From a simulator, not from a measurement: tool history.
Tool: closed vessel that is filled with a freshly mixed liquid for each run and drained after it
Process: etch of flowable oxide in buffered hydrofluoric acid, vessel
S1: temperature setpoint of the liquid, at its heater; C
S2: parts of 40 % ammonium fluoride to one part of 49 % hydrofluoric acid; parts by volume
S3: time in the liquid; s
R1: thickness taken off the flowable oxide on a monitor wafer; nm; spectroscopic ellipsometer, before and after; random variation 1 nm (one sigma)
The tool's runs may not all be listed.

Run 1, hour 0.0: S1 23.0 C, S2 20.0 parts by volume, S3 30 s. Result: R1 41.286 nm.
Run 2, hour 8.2: S1 23.0 C, S2 16.0 parts by volume, S3 30 s. Result: R1 51.075 nm.
Run 3, hour 17.0: S1 24.5 C, S2 16.0 parts by volume, S3 30 s. Result: R1 55.996 nm.
Run 4, hour 23.8: S1 26.0 C, S2 15.0 parts by volume, S3 30 s. Result: R1 63.641 nm.
Run 5, hour 28.2: S1 26.0 C, S2 18.5 parts by volume, S3 30 s. Result: R1 52.233 nm.
Run 6, hour 35.4: S1 27.5 C, S2 16.5 parts by volume, S3 30 s. Result: R1 63.823 nm.
Run 7, hour 39.1: S1 28.5 C, S2 15.0 parts by volume, S3 30 s. Result: R1 73.149 nm.
Run 8, hour 40.3: S1 29.0 C, S2 14.0 parts by volume, S3 30 s. Result: R1 81.110 nm.
Run 9, hour 48.5: S1 29.5 C, S2 13.5 parts by volume, S3 30 s. Result: R1 85.201 nm.
Run 10, hour 57.1: S1 29.5 C, S2 13.5 parts by volume, S3 30 s. Result: R1 84.021 nm.
Run 11, hour 59.0: S1 30.0 C, S2 13.0 parts by volume, S3 30 s. Result: R1 93.682 nm.
Run 12, hour 61.8: S1 30.5 C, S2 13.0 parts by volume, S3 30 s. Result: R1 95.124 nm.

Forecast run 13:
Run 13, hour 65.5: S1 30.5 C, S2 12.5 parts by volume, S3 30 s. Result: R1 ?.

Run 13 gave R1 96.905 nm.
